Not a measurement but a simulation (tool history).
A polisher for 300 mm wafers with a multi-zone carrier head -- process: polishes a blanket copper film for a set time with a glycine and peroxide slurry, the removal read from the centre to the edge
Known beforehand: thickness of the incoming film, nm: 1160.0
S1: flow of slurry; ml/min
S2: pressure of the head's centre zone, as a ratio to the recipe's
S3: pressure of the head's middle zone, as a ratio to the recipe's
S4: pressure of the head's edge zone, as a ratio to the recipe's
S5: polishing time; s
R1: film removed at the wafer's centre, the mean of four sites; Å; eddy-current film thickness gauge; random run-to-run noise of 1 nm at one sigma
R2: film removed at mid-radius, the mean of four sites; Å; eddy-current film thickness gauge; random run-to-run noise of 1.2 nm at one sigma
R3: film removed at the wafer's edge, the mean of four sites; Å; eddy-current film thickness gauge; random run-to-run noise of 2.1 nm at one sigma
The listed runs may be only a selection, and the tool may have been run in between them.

Run 1, hour 0.0: S1 275 ml/min, S2 1.00, S3 1.00, S4 1.00, S5 60 s. Result: R1 2996.9 Å, R2 3000.5 Å, R3 3025.6 Å.
Run 2, hour 6.8: S1 275 ml/min, S2 1.00, S3 1.00, S4 0.95, S5 60 s. Result: R1 2997.6 Å, R2 3006.8 Å, R3 2913.8 Å.
Run 3, hour 14.6: S1 275 ml/min, S2 1.00, S3 1.00, S4 0.95, S5 68 s. Result: R1 3337.9 Å, R2 3452.0 Å, R3 3267.0 Å.
Run 4, hour 20.2: S1 275 ml/min, S2 0.95, S3 1.00, S4 0.95, S5 68 s. Result: R1 3188.2 Å, R2 3390.7 Å, R3 3386.6 Å.
Run 5, hour 26.2: S1 275 ml/min, S2 0.95, S3 1.00, S4 0.95, S5 83 s. Result: R1 3959.7 Å, R2 4127.1 Å, R3 4029.6 Å.
Run 6, hour 27.2: S1 275 ml/min, S2 0.95, S3 1.00, S4 1.02, S5 83 s. Result: R1 3968.8 Å, R2 4139.1 Å, R3 4273.9 Å.
Run 7, hour 30.2: S1 245 ml/min, S2 0.91, S3 0.99, S4 0.96, S5 68 s. Result: R1 3019.1 Å, R2 3338.4 Å, R3 3306.4 Å.
Run 8, hour 38.3: S1 170 ml/min, S2 0.81, S3 0.89, S4 0.86, S5 51 s. Result: R1 1984.1 Å, R2 2196.2 Å, R3 2271.9 Å.
Run 9, hour 41.1: S1 170 ml/min, S2 0.81, S3 0.93, S4 0.85, S5 45 s. Result: R1 1705.9 Å, R2 2030.9 Å, R3 2017.2 Å.
Run 10, hour 49.4: S1 175 ml/min, S2 0.84, S3 0.97, S4 0.84, S5 40 s. Result: R1 1586.9 Å, R2 1837.9 Å, R3 1728.3 Å.
Run 11, hour 50.3: S1 175 ml/min, S2 0.83, S3 0.99, S4 0.83, S5 38 s. Result: R1 1483.7 Å, R2 1790.2 Å, R3 1688.4 Å.
Run 12, hour 53.4: S1 175 ml/min, S2 0.84, S3 1.03, S4 0.82, S5 37 s. Result: R1 1476.9 Å, R2 1817.7 Å, R3 1612.1 Å.
Run 13, hour 62.3: S1 175 ml/min, S2 0.82, S3 1.08, S4 0.81, S5 29 s. Result: R1 1136.9 Å, R2 1483.2 Å, R3 1277.1 Å.
Run 14, hour 71.0: S1 180 ml/min, S2 0.83, S3 1.09, S4 0.82, S5 30 s. Result: R1 1208.8 Å, R2 1563.7 Å, R3 1305.3 Å.
Run 15, hour 73.5: S1 185 ml/min, S2 0.83, S3 1.09, S4 0.84, S5 31 s. Result: R1 1248.9 Å, R2 1595.4 Å, R3 1375.5 Å.
Run 16, hour 79.2: S1 190 ml/min, S2 0.83, S3 1.10, S4 0.85, S5 31 s. Result: R1 1243.2 Å, R2 1590.0 Å, R3 1392.8 Å.
Run 17, hour 81.7: S1 225 ml/min, S2 0.86, S3 1.17, S4 0.84, S5 32 s. Result: R1 1344.7 Å, R2 1788.7 Å, R3 1467.0 Å.
Run 18, hour 84.4: S1 215 ml/min, S2 0.86, S3 1.16, S4 0.84, S5 32 s. Result: R1 1340.4 Å, R2 1762.7 Å, R3 1447.5 Å.
Run 19, hour 92.6: S1 205 ml/min, S2 0.86, S3 1.15, S4 0.84, S5 32 s. Result: R1 1316.5 Å, R2 1774.2 Å, R3 1448.2 Å.
Run 20, hour 93.4: S1 205 ml/min, S2 0.86, S3 1.14, S4 0.84, S5 32 s. Result: R1 1333.7 Å, R2 1757.9 Å, R3 1444.9 Å.
Run 21, hour 98.2: S1 190 ml/min, S2 0.84, S3 1.11, S4 0.83, S5 31 s. Result: R1 1264.0 Å, R2 1624.4 Å, R3 1366.7 Å.

Run 22 has not been measured yet. What should we expect?
Run 22, hour 99.7: S1 200 ml/min, S2 0.84, S3 1.11, S4 0.83, S5 31 s. Result: R1 ?, R2 ?, R3 ?.

Logged for run 22: R1 1264.2 Å, R2 1630.8 Å, R3 1349.2 Å.
